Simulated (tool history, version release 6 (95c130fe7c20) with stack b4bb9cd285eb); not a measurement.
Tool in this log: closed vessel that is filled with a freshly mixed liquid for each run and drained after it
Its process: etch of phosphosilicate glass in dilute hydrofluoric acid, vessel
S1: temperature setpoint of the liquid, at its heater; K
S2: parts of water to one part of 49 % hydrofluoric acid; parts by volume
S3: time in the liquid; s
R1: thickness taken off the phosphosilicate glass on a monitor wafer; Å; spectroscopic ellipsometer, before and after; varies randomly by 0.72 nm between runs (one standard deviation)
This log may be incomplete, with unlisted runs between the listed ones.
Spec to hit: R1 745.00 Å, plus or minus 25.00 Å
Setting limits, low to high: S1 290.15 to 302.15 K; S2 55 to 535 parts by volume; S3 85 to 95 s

Run 1, hour 0.0: S1 294.15 K, S2 295 parts by volume, S3 85 s. Result: R1 247.89 Å.
Run 2, hour 4.9: S1 294.15 K, S2 295 parts by volume, S3 85 s. Result: R1 248.61 Å.
Run 3, hour 10.4: S1 295.65 K, S2 260 parts by volume, S3 85 s. Result: R1 300.90 Å.
Run 4, hour 15.9: S1 295.65 K, S2 190 parts by volume, S3 85 s. Result: R1 438.88 Å.
Run 5, hour 24.5: S1 295.65 K, S2 255 parts by volume, S3 85 s. Result: R1 316.82 Å.
Run 6, hour 27.8: S1 295.65 K, S2 190 parts by volume, S3 85 s. Result: R1 444.91 Å.
Run 7, hour 32.4: S1 296.65 K, S2 175 parts by volume, S3 85 s. Result: R1 508.79 Å.
Run 8, hour 38.0: S1 296.65 K, S2 175 parts by volume, S3 85 s. Result: R1 514.09 Å.
Run 9, hour 46.0: S1 297.65 K, S2 170 parts by volume, S3 85 s. Result: R1 546.77 Å.
Run 10, hour 54.4: S1 298.65 K, S2 165 parts by volume, S3 85 s. Result: R1 594.83 Å.
Run 11, hour 60.9: S1 299.15 K, S2 165 parts by volume, S3 85 s. Result: R1 607.58 Å.
Run 12, hour 62.7: S1 299.65 K, S2 165 parts by volume, S3 85 s. Result: R1 605.68 Å.
Run 13, hour 67.2: S1 300.15 K, S2 160 parts by volume, S3 85 s. Result: R1 639.59 Å.
Run 14, hour 70.6: S1 300.65 K, S2 155 parts by volume, S3 85 s. Result: R1 673.10 Å.
Run 15, hour 75.3: S1 301.15 K, S2 155 parts by volume, S3 85 s. Result: R1 687.50 Å.
Run 16, hour 80.9: S1 302.15 K, S2 140 parts by volume, S3 85 s. Result: R1 819.52 Å.
Run 17, hour 84.1: S1 301.65 K, S2 140 parts by volume, S3 85 s. Result: R1 802.71 Å.
Run 18, hour 89.3: S1 299.65 K, S2 145 parts by volume, S3 85 s. Result: R1 699.13 Å.

Consider the 5 candidate settings below. Which is the only one whose results all fall within their allowed miss of target?
Run A, hour 94.5: S1 298.65 K, S2 160 parts by volume, S3 90 s. Result: R1 ?.
Run B, hour 94.5: S1 301.15 K, S2 165 parts by volume, S3 85 s. Result: R1 ?.
Run C, hour 94.5: S1 299.65 K, S2 170 parts by volume, S3 95 s. Result: R1 ?.
Run D, hour 94.5: S1 302.15 K, S2 165 parts by volume, S3 95 s. Result: R1 ?.
Run E, hour 94.5: S1 299.15 K, S2 155 parts by volume, S3 85 s. Result: R1 ?.

move      R1
   A  640.95
   B  640.70
   C  653.90
   D  742.71
   E  640.27
A: moves away from the targets compared with the last run
B: moves away from the targets compared with the last run
C: moves away from the targets compared with the last run
D: every result lands within tolerance
E: moves away from the targets compared with the last run
D is the move that brings every result within its allowed miss.
